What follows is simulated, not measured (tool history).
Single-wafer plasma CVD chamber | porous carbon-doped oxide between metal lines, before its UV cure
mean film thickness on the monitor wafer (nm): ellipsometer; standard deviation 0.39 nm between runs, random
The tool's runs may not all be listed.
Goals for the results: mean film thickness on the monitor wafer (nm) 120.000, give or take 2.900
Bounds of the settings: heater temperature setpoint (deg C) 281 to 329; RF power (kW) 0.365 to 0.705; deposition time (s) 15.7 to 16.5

| run | hour | heater temperature setpoint (deg C) | RF power (kW) | deposition time (s) | mean film thickness on the monitor wafer (nm) |
|---|---|---|---|---|---|
| 1 | 0.0 | 305 | 0.535 | 16.5 | 100.390 |
| 2 | 3.1 | 305 | 0.505 | 16.5 | 96.454 |
| 3 | 10.4 | 301 | 0.520 | 16.5 | 100.420 |
| 4 | 18.0 | 294 | 0.520 | 16.5 | 103.880 |
| 5 | 23.7 | 294 | 0.520 | 15.7 | 99.600 |
| 6 | 25.6 | 294 | 0.585 | 15.7 | 107.150 |
| 7 | 31.5 | 293 | 0.595 | 15.7 | 108.700 |
| 8 | 38.1 | 292 | 0.605 | 15.7 | 110.850 |
| 9 | 39.8 | 291 | 0.610 | 15.7 | 111.460 |
| 10 | 44.1 | 290 | 0.615 | 15.7 | 113.930 |
| 11 | 49.5 | 289 | 0.620 | 15.7 | 113.770 |

Exercise: of the 4 proposed moves below, exactly one satisfies all targets within the stated allowed misses. Which move is it?
| A | 54.9 | 291 | 0.575 | 16.5 | ? |
| B | 54.9 | 288 | 0.550 | 16.5 | ? |
| C | 54.9 | 284 | 0.590 | 16.5 | ? |
| D | 54.9 | 281 | 0.550 | 16.1 | ? |

| move | mean film thickness on the monitor wafer (nm) |
|---|---|
| A | 112.820 |
| B | 111.350 |
| C | 119.070 |
| D | 112.960 |
A: further off than the last run
B: further off than the last run
C: hits every target within its allowed miss
D: further off than the last run
The move that meets every target is C.
